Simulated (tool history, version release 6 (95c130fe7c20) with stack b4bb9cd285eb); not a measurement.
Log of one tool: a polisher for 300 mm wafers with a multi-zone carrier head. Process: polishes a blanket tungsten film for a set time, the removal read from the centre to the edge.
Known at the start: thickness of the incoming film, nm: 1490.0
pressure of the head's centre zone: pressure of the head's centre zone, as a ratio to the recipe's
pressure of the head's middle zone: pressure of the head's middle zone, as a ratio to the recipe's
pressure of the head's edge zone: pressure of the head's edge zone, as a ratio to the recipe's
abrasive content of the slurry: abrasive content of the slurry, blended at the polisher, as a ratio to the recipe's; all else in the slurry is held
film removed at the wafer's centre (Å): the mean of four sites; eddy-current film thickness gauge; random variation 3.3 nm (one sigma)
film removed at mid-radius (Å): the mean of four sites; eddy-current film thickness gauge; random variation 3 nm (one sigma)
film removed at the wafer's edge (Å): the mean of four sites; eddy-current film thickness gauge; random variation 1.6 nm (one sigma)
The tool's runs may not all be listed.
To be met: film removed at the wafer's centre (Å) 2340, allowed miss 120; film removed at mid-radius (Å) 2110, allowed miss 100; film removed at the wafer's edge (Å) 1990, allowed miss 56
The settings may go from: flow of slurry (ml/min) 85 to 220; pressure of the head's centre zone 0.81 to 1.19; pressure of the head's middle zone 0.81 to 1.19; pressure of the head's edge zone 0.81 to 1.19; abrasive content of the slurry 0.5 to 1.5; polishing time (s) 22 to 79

| run | day | flow of slurry (ml/min) | pressure of the head's centre zone | pressure of the head's middle zone | pressure of the head's edge zone | abrasive content of the slurry | polishing time (s) | film removed at the wafer's centre (Å) | film removed at mid-radius (Å) | film removed at the wafer's edge (Å) |
|---|---|---|---|---|---|---|---|---|---|---|
| 1 | 0 | 140 | 1 | 1 | 1 | 1 | 50 | 2977.5 | 3012.3 | 3058 |
| 2 | 0.288 | 140 | 1 | 1 | 0.93 | 1 | 50 | 2934.4 | 3128.7 | 2940.8 |
| 3 | 0.521 | 140 | 1.01 | 0.99 | 0.92 | 0.95 | 49 | 2928.3 | 2911.1 | 2854.3 |
| 4 | 0.738 | 120 | 1.01 | 0.99 | 0.92 | 0.95 | 49 | 2836.4 | 2916.7 | 2801.6 |
| 5 | 0.933 | 120 | 1.04 | 0.99 | 0.92 | 0.95 | 49 | 2961.2 | 2814.9 | 2807.3 |
|  | 1.292 | slurry nozzle cleaned |
| 6 | 1.292 | 120 | 1.04 | 0.95 | 0.92 | 0.95 | 49 | 3132.9 | 2951.8 | 2932.8 |
| 7 | 1.471 | 120 | 1.05 | 0.97 | 0.91 | 0.9 | 48 | 3073.7 | 2865.3 | 2811.5 |
| 8 | 1.725 | 120 | 1.05 | 0.98 | 0.91 | 0.9 | 46 | 2938.3 | 2775.8 | 2648.2 |
| 9 | 2.088 | 120 | 1.05 | 0.98 | 0.91 | 0.9 | 46 | 2940.2 | 2774.6 | 2678.8 |
| 10 | 2.321 | 120 | 1.05 | 0.98 | 0.91 | 0.9 | 46 | 2892.6 | 2803.2 | 2657.9 |
| 11 | 2.679 | 115 | 1.05 | 0.97 | 0.91 | 0.85 | 45 | 2771.8 | 2638.8 | 2548.8 |
| 12 | 2.846 | 115 | 1.05 | 0.97 | 0.91 | 0.8 | 44 | 2660.3 | 2549.1 | 2500.8 |
| 13 | 3.058 | 115 | 1.06 | 0.97 | 0.9 | 0.75 | 43 | 2652.9 | 2515.3 | 2409.5 |
| 14 | 3.338 | 115 | 1.06 | 0.97 | 0.9 | 0.75 | 42 | 2549.4 | 2426.2 | 2322.5 |

Which of these 4 next moves meets every target?
| A | 3.617 | 125 | 1.13 | 1.17 | 0.81 | 0.6 | 36 | ? | ? | ? |
| B | 3.617 | 135 | 1.13 | 1.04 | 0.89 | 0.8 | 37 | ? | ? | ? |
| C | 3.617 | 125 | 1.15 | 0.98 | 0.83 | 0.7 | 40 | ? | ? | ? |
| D | 3.617 | 130 | 1.13 | 0.99 | 0.9 | 1.1 | 33 | ? | ? | ? |

| move | film removed at the wafer's centre (Å) | film removed at mid-radius (Å) | film removed at the wafer's edge (Å) |
|---|---|---|---|
| A | 2288.4 | 2255.7 | 1859.4 |
| B | 2489.7 | 2257.9 | 2087.6 |
| C | 2645.1 | 2267.6 | 2136.8 |
| D | 2328.6 | 2044.2 | 1967.2 |
A: takes the result that was furthest off past its target
B: nearer than the last run, and not there yet
C: nearer than the last run, and not there yet
D: meets every target
Move D is the one to make.
